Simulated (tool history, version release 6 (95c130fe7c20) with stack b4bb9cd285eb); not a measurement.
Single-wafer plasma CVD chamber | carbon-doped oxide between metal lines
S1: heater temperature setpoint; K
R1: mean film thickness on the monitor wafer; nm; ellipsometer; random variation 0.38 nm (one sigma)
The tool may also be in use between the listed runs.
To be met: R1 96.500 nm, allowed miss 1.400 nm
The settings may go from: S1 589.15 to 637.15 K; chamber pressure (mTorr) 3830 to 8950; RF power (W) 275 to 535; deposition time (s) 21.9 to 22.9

{"run": 1, "day": 0.0, "S1": 613.15, "chamber pressure (mTorr)": 6390, "RF power (W)": 405, "deposition time (s)": 22.9, "R1": 104.13}
{"run": 2, "day": 0.092, "S1": 613.15, "chamber pressure (mTorr)": 6390, "RF power (W)": 405, "deposition time (s)": 22.9, "R1": 103.86}
{"run": 3, "day": 0.308, "S1": 618.15, "chamber pressure (mTorr)": 6140, "RF power (W)": 400, "deposition time (s)": 22.9, "R1": 101.79}
{"run": 4, "day": 0.588, "S1": 621.15, "chamber pressure (mTorr)": 5970, "RF power (W)": 395, "deposition time (s)": 22.9, "R1": 99.245}
{"run": 5, "day": 0.962, "S1": 623.15, "chamber pressure (mTorr)": 5870, "RF power (W)": 395, "deposition time (s)": 22.9, "R1": 98.327}
{"run": 6, "day": 1.212, "S1": 623.15, "chamber pressure (mTorr)": 5870, "RF power (W)": 435, "deposition time (s)": 22.9, "R1": 106.08}
{"run": 7, "day": 1.421, "S1": 626.15, "chamber pressure (mTorr)": 5620, "RF power (W)": 425, "deposition time (s)": 22.9, "R1": 103.12}
{"run": 8, "day": 1.775, "S1": 628.15, "chamber pressure (mTorr)": 5480, "RF power (W)": 420, "deposition time (s)": 22.9, "R1": 101.21}
{"run": 9, "day": 1.821, "S1": 630.15, "chamber pressure (mTorr)": 5330, "RF power (W)": 415, "deposition time (s)": 22.9, "R1": 99.172}

4 next moves are on the table. One of them brings every result within its allowed miss. Which?
{"run": "A", "day": 1.867, "S1": 637.15, "chamber pressure (mTorr)": 5150, "RF power (W)": 480, "deposition time (s)": 22.0, "R1": "?"}
{"run": "B", "day": 1.867, "S1": 629.15, "chamber pressure (mTorr)": 5610, "RF power (W)": 430, "deposition time (s)": 22.8, "R1": "?"}
{"run": "C", "day": 1.867, "S1": 630.15, "chamber pressure (mTorr)": 5610, "RF power (W)": 430, "deposition time (s)": 22.3, "R1": "?"}
{"run": "D", "day": 1.867, "S1": 637.15, "chamber pressure (mTorr)": 5130, "RF power (W)": 440, "deposition time (s)": 21.9, "R1": "?"}

move=A R1=103.890
move=B R1=102.320
move=C R1=99.841
move=D R1=97.017
A: further off than the last run
B: further off than the last run
C: further off than the last run
D: meets every target
The right move is D.
